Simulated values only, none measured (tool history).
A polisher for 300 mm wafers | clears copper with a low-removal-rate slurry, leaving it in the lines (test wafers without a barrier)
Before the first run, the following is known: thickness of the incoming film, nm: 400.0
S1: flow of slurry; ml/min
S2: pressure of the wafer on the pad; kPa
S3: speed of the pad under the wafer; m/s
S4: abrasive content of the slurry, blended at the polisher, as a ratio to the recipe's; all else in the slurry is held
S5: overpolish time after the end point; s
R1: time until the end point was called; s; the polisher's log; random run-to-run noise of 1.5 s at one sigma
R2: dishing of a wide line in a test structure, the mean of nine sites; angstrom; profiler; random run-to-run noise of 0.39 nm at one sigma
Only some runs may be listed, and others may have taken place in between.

{"run": 1, "day": 0.0, "S1": 225, "S2": 26.9, "S3": 0.92, "S4": 1, "S5": 10, "R1": 129.81, "R2": 242.1}
{"run": 2, "day": 0.233, "S1": 220, "S2": 25.5, "S3": 0.92, "S4": 1, "S5": 11, "R1": 136.08, "R2": 243.42}
{"run": 3, "day": 0.271, "S1": 215, "S2": 24.1, "S3": 0.92, "S4": 1, "S5": 12, "R1": 142.57, "R2": 254}
{"run": 4, "day": 0.571, "S1": 215, "S2": 24.1, "S3": 0.92, "S4": 1.1, "S5": 12, "R1": 137.05, "R2": 262.03}
{"run": 5, "day": 0.65, "S1": 215, "S2": 22.8, "S3": 0.92, "S4": 1.1, "S5": 12, "R1": 147.65, "R2": 249.07}
{"run": 6, "day": 0.688, "S1": 215, "S2": 22.8, "S3": 0.92, "S4": 1.2, "S5": 12, "R1": 145.79, "R2": 251.65}

For run 7, what comes out?
{"run": 7, "day": 0.838, "S1": 195, "S2": 17.2, "S3": 0.92, "S4": 1.2, "S5": 14, "R1": "?", "R2": "?"}

R1: 189.18 s
R2: 227.83 angstrom
